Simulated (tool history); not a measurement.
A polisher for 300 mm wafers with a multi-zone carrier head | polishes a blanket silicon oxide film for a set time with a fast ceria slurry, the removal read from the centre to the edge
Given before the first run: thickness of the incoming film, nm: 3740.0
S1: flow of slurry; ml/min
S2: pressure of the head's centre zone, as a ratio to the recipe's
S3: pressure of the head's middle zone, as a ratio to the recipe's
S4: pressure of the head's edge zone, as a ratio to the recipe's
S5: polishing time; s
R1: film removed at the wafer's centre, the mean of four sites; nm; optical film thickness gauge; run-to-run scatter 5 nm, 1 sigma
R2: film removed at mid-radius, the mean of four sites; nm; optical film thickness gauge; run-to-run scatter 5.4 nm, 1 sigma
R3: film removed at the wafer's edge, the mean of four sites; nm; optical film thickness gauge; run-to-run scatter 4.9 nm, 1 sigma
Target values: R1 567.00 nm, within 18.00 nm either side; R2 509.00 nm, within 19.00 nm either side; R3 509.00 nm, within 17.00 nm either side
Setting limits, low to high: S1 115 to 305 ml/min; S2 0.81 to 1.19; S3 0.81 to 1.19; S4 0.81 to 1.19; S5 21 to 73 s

run 1 hour=0.0 | S1=195 S2=1.00 S3=1.00 S4=1.00 S5=47 | R1=478.27 R2=484.81 R3=479.94
run 2 hour=0.7 | S1=205 S2=1.02 S3=1.00 S4=1.01 S5=47 | R1=493.82 R2=487.49 R3=470.35
run 3 hour=9.1 | S1=205 S2=1.02 S3=1.00 S4=0.97 S5=47 | R1=487.43 R2=487.97 R3=482.15
run 4 hour=9.9 | S1=165 S2=1.02 S3=1.00 S4=0.97 S5=47 | R1=472.39 R2=468.28 R3=453.97
run 5 hour=18.4 | S1=165 S2=1.02 S3=1.08 S4=0.97 S5=47 | R1=480.89 R2=513.23 R3=469.77
run 6 hour=19.9 | S1=165 S2=1.02 S3=1.03 S4=0.97 S5=47 | R1=470.08 R2=480.01 R3=458.95
run 7 hour=22.3 | S1=180 S2=1.03 S3=1.02 S4=0.98 S5=47 | R1=494.37 R2=496.07 R3=466.82
run 8 hour=26.3 | S1=190 S2=1.03 S3=1.00 S4=0.99 S5=47 | R1=494.33 R2=483.76 R3=466.39
run 9 hour=30.7 | S1=205 S2=1.03 S3=0.99 S4=1.00 S5=47 | R1=500.75 R2=477.59 R3=473.43
run 10 hour=35.1 | S1=220 S2=1.04 S3=0.99 S4=1.01 S5=47 | R1=500.54 R2=490.14 R3=475.05
run 11 hour=41.2 | S1=225 S2=1.05 S3=0.98 S4=1.01 S5=48 | R1=523.87 R2=495.79 R3=488.26
run 12 hour=47.1 | S1=230 S2=1.06 S3=0.98 S4=1.01 S5=48 | R1=533.71 R2=495.15 R3=491.64

Exercise: of the 5 proposed moves below, exactly one satisfies all targets within the stated allowed misses. Which move is it?
run A hour=53.0 | S1=210 S2=1.18 S3=1.12 S4=1.07 S5=44 | R1=? R2=? R3=?
run B hour=53.0 | S1=240 S2=0.88 S3=0.84 S4=0.98 S5=52 | R1=? R2=? R3=?
run C hour=53.0 | S1=305 S2=1.09 S3=0.96 S4=1.01 S5=49 | R1=? R2=? R3=?
run D hour=53.0 | S1=210 S2=1.07 S3=0.98 S4=0.99 S5=48 | R1=? R2=? R3=?
run E hour=53.0 | S1=220 S2=0.90 S3=0.81 S4=0.96 S5=53 | R1=? R2=? R3=?

move=A R1=531.66 R2=508.50 R3=456.49
move=B R1=474.38 R2=487.18 R3=531.79
move=C R1=569.59 R2=520.48 R3=514.27
move=D R1=525.09 R2=498.88 R3=486.24
move=E R1=489.32 R2=478.45 R3=534.88
A: its largest miss is bigger than the last run's
B: its largest miss is bigger than the last run's
C: every result lands within tolerance
D: its largest miss is bigger than the last run's
E: its largest miss is bigger than the last run's
Move C is the one to make.

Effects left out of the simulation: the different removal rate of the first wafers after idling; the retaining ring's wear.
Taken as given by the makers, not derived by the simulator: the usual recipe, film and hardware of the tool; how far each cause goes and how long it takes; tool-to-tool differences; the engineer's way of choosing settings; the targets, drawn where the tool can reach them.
